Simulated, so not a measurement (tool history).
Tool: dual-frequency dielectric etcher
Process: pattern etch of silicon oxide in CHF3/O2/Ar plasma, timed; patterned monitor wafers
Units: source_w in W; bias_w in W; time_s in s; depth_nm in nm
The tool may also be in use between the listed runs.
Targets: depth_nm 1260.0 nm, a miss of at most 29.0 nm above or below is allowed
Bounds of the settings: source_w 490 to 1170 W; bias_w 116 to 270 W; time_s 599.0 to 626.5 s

{"run": 1, "hour": 0.0, "source_w": 830, "bias_w": 193, "time_s": 599.0, "depth_nm": 1403.0}
{"run": 2, "hour": 2.5, "source_w": 830, "bias_w": 219, "time_s": 599.0, "depth_nm": 1453.5}
{"run": 3, "hour": 9.4, "source_w": 700, "bias_w": 219, "time_s": 599.0, "depth_nm": 1374.8}
{"run": 4, "hour": 16.3, "source_w": 680, "bias_w": 218, "time_s": 599.0, "depth_nm": 1340.3}
{"run": 5, "hour": 19.0, "source_w": 670, "bias_w": 217, "time_s": 599.0, "depth_nm": 1340.7}
{"run": 6, "hour": 24.2, "source_w": 660, "bias_w": 216, "time_s": 599.0, "depth_nm": 1324.8}
{"run": 7, "hour": 31.4, "source_w": 650, "bias_w": 216, "time_s": 599.0, "depth_nm": 1316.0}
{"run": 8, "hour": 38.7, "source_w": 640, "bias_w": 216, "time_s": 599.0, "depth_nm": 1309.0}
{"run": 9, "hour": 45.9, "source_w": 630, "bias_w": 216, "time_s": 599.0, "depth_nm": 1303.9}
{"run": 10, "hour": 50.6, "source_w": 620, "bias_w": 216, "time_s": 599.0, "depth_nm": 1296.3}
{"run": 11, "hour": 51.9, "source_w": 620, "bias_w": 216, "time_s": 599.0, "depth_nm": 1292.8}
{"run": 12, "hour": 59.7, "source_w": 620, "bias_w": 216, "time_s": 599.0, "depth_nm": 1291.1}

Pick the move, out of 5, that brings all results within their allowed miss; only one does.
{"run": "A", "hour": 67.5, "source_w": 520, "bias_w": 193, "time_s": 615.5, "depth_nm": "?"}
{"run": "B", "hour": 67.5, "source_w": 520, "bias_w": 232, "time_s": 618.5, "depth_nm": "?"}
{"run": "C", "hour": 67.5, "source_w": 570, "bias_w": 228, "time_s": 617.0, "depth_nm": "?"}
{"run": "D", "hour": 67.5, "source_w": 680, "bias_w": 202, "time_s": 603.0, "depth_nm": "?"}
{"run": "E", "hour": 67.5, "source_w": 550, "bias_w": 232, "time_s": 626.5, "depth_nm": "?"}

move=A depth_nm=1215.4
move=B depth_nm=1276.1
move=C depth_nm=1313.8
move=D depth_nm=1336.7
move=E depth_nm=1321.2
A: moves the result that the last run missed by most past its target, out the other side
B: every result within its allowed miss
C: the biggest miss grows against the last run
D: the biggest miss grows against the last run
E: the biggest miss grows against the last run
B is the move that brings every result within its allowed miss.

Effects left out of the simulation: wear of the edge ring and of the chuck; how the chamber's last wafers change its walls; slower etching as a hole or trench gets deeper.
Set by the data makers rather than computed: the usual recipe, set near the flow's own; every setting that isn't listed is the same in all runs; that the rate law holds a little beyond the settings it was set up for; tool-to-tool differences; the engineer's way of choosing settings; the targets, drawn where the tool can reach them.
